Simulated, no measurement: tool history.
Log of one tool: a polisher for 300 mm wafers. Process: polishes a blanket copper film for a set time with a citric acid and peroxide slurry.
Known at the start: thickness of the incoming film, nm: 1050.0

| run | hour | flow of slurry (ml/min) | pressure of the wafer on the pad (psi) | speed of the pad under the wafer (m/s) | abrasive content of the slurry | polishing time (s) | film removed (nm) |
|---|---|---|---|---|---|---|---|
| 1 | 0 | 285 | 2.4 | 0.82 | 1 | 43 | 54.441 |
| 2 | 8 | 285 | 2.4 | 0.82 | 1 | 43 | 54.235 |
| 3 | 15.8 | 285 | 2 | 0.82 | 1 | 43 | 46.281 |
| 4 | 20 | 280 | 1.8 | 0.8 | 1 | 43 | 40.938 |
| 5 | 24.3 | 280 | 2.1 | 0.8 | 1 | 43 | 46.865 |
| 6 | 28 | 280 | 2.1 | 0.8 | 1.2 | 43 | 48.385 |
| 7 | 32.4 | 275 | 1.9 | 0.78 | 1.2 | 43 | 43.598 |
| 8 | 39.5 | 270 | 1.7 | 0.76 | 1.2 | 43 | 38.223 |
| 9 | 47.1 | 270 | 1.7 | 0.76 | 1.2 | 43 | 38.634 |
| 10 | 54.3 | 265 | 1.6 | 0.74 | 1.2 | 43 | 35.673 |
| 11 | 60.4 | 255 | 1.5 | 0.74 | 1.2 | 43 | 33.343 |
| 12 | 65.9 | 240 | 1.4 | 0.74 | 1.2 | 43 | 31.247 |
| 13 | 72.2 | 240 | 1.4 | 0.74 | 1.2 | 43 | 31.247 |
| 14 | 78.4 | 225 | 1.4 | 0.74 | 1.2 | 43 | 31.206 |
| 15 | 86.1 | 215 | 1.4 | 0.74 | 1.2 | 43 | 31.298 |
| 16 | 87 | 210 | 1.3 | 0.74 | 1.2 | 43 | 28.902 |
| 17 | 92.8 | 205 | 1.3 | 0.74 | 1.2 | 43 | 28.723 |

Forecast run 18:
| 18 | 97.7 | 200 | 1.3 | 0.74 | 1.2 | 43 | ? |

{"run 18": {"film removed (nm)": 28.869}}
